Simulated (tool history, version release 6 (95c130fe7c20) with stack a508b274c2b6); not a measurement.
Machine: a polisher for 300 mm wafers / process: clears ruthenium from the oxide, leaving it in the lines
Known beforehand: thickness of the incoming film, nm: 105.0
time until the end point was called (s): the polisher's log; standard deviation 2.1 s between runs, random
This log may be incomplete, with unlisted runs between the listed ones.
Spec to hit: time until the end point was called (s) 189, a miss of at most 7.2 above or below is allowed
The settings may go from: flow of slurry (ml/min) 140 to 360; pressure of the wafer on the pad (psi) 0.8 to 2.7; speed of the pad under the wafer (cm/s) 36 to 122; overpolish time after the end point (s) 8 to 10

| run | day | flow of slurry (ml/min) | pressure of the wafer on the pad (psi) | speed of the pad under the wafer (cm/s) | overpolish time after the end point (s) | time until the end point was called (s) |
|---|---|---|---|---|---|---|
| 1 | 0 | 230 | 1.7 | 78 | 10 | 158.59 |
| 2 | 0.062 | 205 | 1.7 | 78 | 10 | 159.47 |
| 3 | 0.317 | 205 | 1.7 | 92 | 10 | 136.45 |
| 4 | 0.425 | 205 | 1.5 | 92 | 10 | 154.19 |
| 5 | 0.617 | 205 | 1.5 | 92 | 10 | 153.05 |
| 6 | 0.858 | 205 | 1.5 | 92 | 10 | 157.55 |
| 7 | 1.183 | 205 | 1.4 | 92 | 10 | 165.8 |
| 8 | 1.433 | 205 | 1.3 | 92 | 10 | 177.97 |

Exercise: of the 4 proposed moves below, exactly one satisfies all targets within the stated allowed misses. Which move is it?
| A | 1.683 | 195 | 1.3 | 98 | 9 | ? |
| B | 1.683 | 225 | 1.5 | 86 | 8 | ? |
| C | 1.683 | 275 | 1.3 | 84 | 10 | ? |
| D | 1.683 | 185 | 1.3 | 96 | 10 | ? |

| move | time until the end point was called (s) |
|---|---|
| A | 169.77 |
| B | 164.6 |
| C | 188.84 |
| D | 174.67 |
A: its largest miss is bigger than the last run's
B: its largest miss is bigger than the last run's
C: in spec on every target
D: its largest miss is bigger than the last run's
C is the move that brings every result within its allowed miss.

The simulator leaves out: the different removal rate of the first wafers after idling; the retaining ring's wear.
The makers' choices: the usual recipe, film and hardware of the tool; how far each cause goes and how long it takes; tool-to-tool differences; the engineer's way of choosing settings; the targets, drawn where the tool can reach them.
